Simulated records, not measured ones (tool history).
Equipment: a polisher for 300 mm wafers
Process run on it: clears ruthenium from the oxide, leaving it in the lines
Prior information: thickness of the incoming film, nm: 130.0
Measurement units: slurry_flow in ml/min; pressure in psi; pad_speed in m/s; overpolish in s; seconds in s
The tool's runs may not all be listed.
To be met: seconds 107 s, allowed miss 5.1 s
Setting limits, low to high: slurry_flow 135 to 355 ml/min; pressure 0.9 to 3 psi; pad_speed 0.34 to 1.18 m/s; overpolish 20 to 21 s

{"run": 1, "day": 0.0, "slurry_flow": 225, "pressure": 1.9, "pad_speed": 0.76, "overpolish": 20, "seconds": 160.02}
{"run": 2, "day": 0.362, "slurry_flow": 225, "pressure": 2.4, "pad_speed": 0.76, "overpolish": 20, "seconds": 127.72}
{"run": 3, "day": 0.642, "slurry_flow": 225, "pressure": 2.4, "pad_speed": 0.62, "overpolish": 20, "seconds": 149}
{"run": 4, "day": 0.817, "slurry_flow": 225, "pressure": 2.4, "pad_speed": 0.62, "overpolish": 20, "seconds": 148.12}
{"run": 5, "day": 1.075, "slurry_flow": 225, "pressure": 2, "pad_speed": 0.62, "overpolish": 20, "seconds": 178.66}
{"run": 6, "day": 1.421, "slurry_flow": 225, "pressure": 2.1, "pad_speed": 0.62, "overpolish": 20, "seconds": 165.43}
{"run": 7, "day": 1.512, "slurry_flow": 225, "pressure": 2.2, "pad_speed": 0.62, "overpolish": 20, "seconds": 160.55}
{"run": 8, "day": 1.8, "slurry_flow": 225, "pressure": 2.3, "pad_speed": 0.62, "overpolish": 20, "seconds": 155.34}
{"run": 9, "day": 2.058, "slurry_flow": 225, "pressure": 2.9, "pad_speed": 0.66, "overpolish": 20, "seconds": 115.96}

Which of these 5 next moves meets every target?
{"run": "A", "day": 2.317, "slurry_flow": 215, "pressure": 2.6, "pad_speed": 0.7, "overpolish": 20, "seconds": "?"}
{"run": "B", "day": 2.317, "slurry_flow": 235, "pressure": 2.9, "pad_speed": 0.64, "overpolish": 20, "seconds": "?"}
{"run": "C", "day": 2.317, "slurry_flow": 175, "pressure": 3, "pad_speed": 0.74, "overpolish": 20, "seconds": "?"}
{"run": "D", "day": 2.317, "slurry_flow": 250, "pressure": 2.8, "pad_speed": 0.64, "overpolish": 20, "seconds": "?"}
{"run": "E", "day": 2.317, "slurry_flow": 220, "pressure": 2.7, "pad_speed": 0.7, "overpolish": 20, "seconds": "?"}

move=A seconds=123.5
move=B seconds=116.97
move=C seconds=105.68
move=D seconds=120.29
move=E seconds=118.73
A: misses by more than the last run did
B: misses by more than the last run did
C: each result inside its tolerance
D: misses by more than the last run did
E: misses by more than the last run did
So the answer is move C, the one that meets all the targets.
